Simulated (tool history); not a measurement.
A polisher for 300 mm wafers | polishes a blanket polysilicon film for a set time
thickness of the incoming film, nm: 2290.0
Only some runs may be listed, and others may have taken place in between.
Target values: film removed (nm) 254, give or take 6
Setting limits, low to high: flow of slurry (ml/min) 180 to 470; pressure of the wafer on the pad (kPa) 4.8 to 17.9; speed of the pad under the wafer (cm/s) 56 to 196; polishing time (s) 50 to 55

run,day,flow of slurry (ml/min),pressure of the wafer on the pad (kPa),speed of the pad under the wafer (cm/s),polishing time (s),film removed (nm)
1,0,300,11,126,55,277.08
2,0.162,300,12.4,126,55,302.21
3,0.312,300,11.7,126,55,290.38
4,0.442,300,11.7,96,55,231.66
5,0.779,305,11.7,96,55,231.12
6,1.133,305,11.7,96,50,210.49
7,1.375,305,12.4,96,50,215.51
8,1.692,305,13.1,96,50,225.98
9,1.888,305,13.8,96,50,236.05
10,2.05,305,14.5,96,50,246.63

Of the 4 settings listed for the next run, only one would bring every result within its allowed miss of target. Which one?
A,2.212,295,11,116,51,?
B,2.212,320,13.8,94,50,?
C,2.212,275,17.9,74,55,?
D,2.212,305,13.1,104,50,?

move,film removed (nm)
A,241.12
B,234.29
C,254.89
D,245.05
A: the biggest miss grows against the last run
B: the biggest miss grows against the last run
C: each result inside its tolerance
D: the biggest miss grows against the last run
So the answer is move C, the one that meets all the targets.
